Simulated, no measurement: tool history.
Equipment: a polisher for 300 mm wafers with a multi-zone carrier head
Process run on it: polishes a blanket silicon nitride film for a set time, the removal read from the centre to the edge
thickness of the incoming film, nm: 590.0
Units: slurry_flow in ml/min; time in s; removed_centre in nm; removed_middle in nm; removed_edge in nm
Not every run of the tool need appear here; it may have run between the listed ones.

run  hour  slurry_flow  centre_zone  middle_zone  edge_zone  time  removed_centre  removed_middle  removed_edge
  1   0.0          245         1.00         1.00       1.00    47          101.03         105.430        101.14
  2   7.3          245         1.00         0.97       1.00    47          100.12          99.333        101.54
  3  11.6          245         1.00         0.97       1.00    58          126.05         124.010        124.99
  4  17.6          250         1.00         0.97       1.02    59          127.15         125.900        127.74
  5  26.0          250         1.00         0.97       1.10    59          128.21         123.650        135.10
  6  34.8          250         1.00         0.98       1.11    59          128.49         126.110        132.77

Run 7 has not been measured yet. What should we expect?
  7  38.6          250         1.00         0.98       1.11    59               ?               ?             ?

Logged for run 7: removed_centre 126.91 nm, removed_middle 127.040 nm, removed_edge 132.75 nm.
